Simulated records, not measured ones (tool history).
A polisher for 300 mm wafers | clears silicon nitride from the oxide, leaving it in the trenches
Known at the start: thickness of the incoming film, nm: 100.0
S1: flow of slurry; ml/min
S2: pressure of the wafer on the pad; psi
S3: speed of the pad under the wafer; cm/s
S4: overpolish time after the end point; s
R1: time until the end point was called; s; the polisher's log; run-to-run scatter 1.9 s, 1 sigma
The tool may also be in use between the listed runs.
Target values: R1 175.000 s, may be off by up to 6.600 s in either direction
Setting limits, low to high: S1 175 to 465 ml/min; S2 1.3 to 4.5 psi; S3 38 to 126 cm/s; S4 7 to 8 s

run 1 hour=0.0 | S1=295 S2=2.9 S3=82 S4=8 | R1=120.570
run 2 hour=3.8 | S1=295 S2=2.9 S3=98 S4=8 | R1=99.303
run 3 hour=7.2 | S1=295 S2=2.4 S3=98 S4=8 | R1=113.650
run 4 hour=12.9 | S1=295 S2=2.1 S3=94 S4=8 | R1=134.360
run 5 hour=14.2 | S1=295 S2=2.1 S3=76 S4=8 | R1=166.570
run 6 hour=17.0 | S1=295 S2=2.1 S3=90 S4=8 | R1=139.200
run 7 hour=18.0 | S1=295 S2=1.9 S3=90 S4=8 | R1=149.110
run 8 hour=19.2 | S1=295 S2=1.8 S3=90 S4=8 | R1=157.580
run 9 hour=22.3 | S1=295 S2=1.7 S3=90 S4=8 | R1=165.790

Which single option among these 5 for the next run brings every result within its allowed miss of target? Just one does.
run A hour=25.4 | S1=310 S2=1.9 S3=92 S4=8 | R1=?
run B hour=25.4 | S1=275 S2=1.7 S3=98 S4=7 | R1=?
run C hour=25.4 | S1=255 S2=1.7 S3=86 S4=8 | R1=?
run D hour=25.4 | S1=370 S2=1.7 S3=98 S4=8 | R1=?
run E hour=25.4 | S1=360 S2=1.8 S3=92 S4=8 | R1=?

move=A R1=150.560
move=B R1=155.210
move=C R1=177.060
move=D R1=152.580
move=E R1=155.620
A: its largest miss is bigger than the last run's
B: its largest miss is bigger than the last run's
C: every result lands within tolerance
D: its largest miss is bigger than the last run's
E: its largest miss is bigger than the last run's
C meets every target.
